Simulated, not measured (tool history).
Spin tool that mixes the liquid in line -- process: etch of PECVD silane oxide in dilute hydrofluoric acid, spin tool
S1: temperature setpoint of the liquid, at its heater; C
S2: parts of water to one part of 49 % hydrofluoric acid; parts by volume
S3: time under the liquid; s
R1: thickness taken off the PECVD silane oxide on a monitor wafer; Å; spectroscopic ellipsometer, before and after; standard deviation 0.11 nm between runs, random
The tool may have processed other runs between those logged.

run,hour,S1,S2,S3,R1
1,0,23,50,60,219.71
2,2.4,23,60,60,181.26
3,6.2,26.5,60,60,209.24
4,9.6,26.5,60,65,225.15
5,13.2,27,60,65,230.02
6,16.6,27,45,65,313.81
7,17.2,26.5,45,65,307.13
8,22.5,26,45,65,302.87

Predict the results of run 9:
9,28.9,26,45,65,?

{"run 9": {"R1": 300.78}}
